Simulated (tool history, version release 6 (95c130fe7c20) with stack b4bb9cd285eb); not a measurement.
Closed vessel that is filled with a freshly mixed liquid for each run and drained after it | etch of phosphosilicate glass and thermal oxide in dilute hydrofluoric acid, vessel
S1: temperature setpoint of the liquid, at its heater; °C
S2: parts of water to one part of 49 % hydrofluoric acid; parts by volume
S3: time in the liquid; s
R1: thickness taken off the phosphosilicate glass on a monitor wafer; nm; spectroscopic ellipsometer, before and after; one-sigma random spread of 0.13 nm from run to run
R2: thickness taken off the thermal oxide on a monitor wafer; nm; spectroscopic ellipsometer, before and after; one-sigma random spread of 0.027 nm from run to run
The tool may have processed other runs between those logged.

{"run": 1, "hour": 0.0, "S1": 25, "S2": 290, "S3": 60, "R1": 24.605, "R2": 0.80352}
{"run": 2, "hour": 4.8, "S1": 25, "S2": 290, "S3": 80, "R1": 32.687, "R2": 1.0624}
{"run": 3, "hour": 7.6, "S1": 25, "S2": 190, "S3": 80, "R1": 55.676, "R2": 1.8287}
{"run": 4, "hour": 11.3, "S1": 24, "S2": 220, "S3": 80, "R1": 44.937, "R2": 1.4768}
{"run": 5, "hour": 19.8, "S1": 26, "S2": 220, "S3": 80, "R1": 47.822, "R2": 1.4898}
{"run": 6, "hour": 25.7, "S1": 25.5, "S2": 250, "S3": 80, "R1": 40.197, "R2": 1.4461}
{"run": 7, "hour": 29.6, "S1": 24.5, "S2": 275, "S3": 80, "R1": 34.337, "R2": 1.1085}
{"run": 8, "hour": 36.8, "S1": 23.5, "S2": 390, "S3": 75, "R1": 20.034, "R2": 0.62938}

What does the tool deliver on the next run?
{"run": 9, "hour": 37.6, "S1": 23, "S2": 395, "S3": 75, "R1": "?", "R2": "?"}

{"run 9": {"R1": 19.16, "R2": 0.5979}}
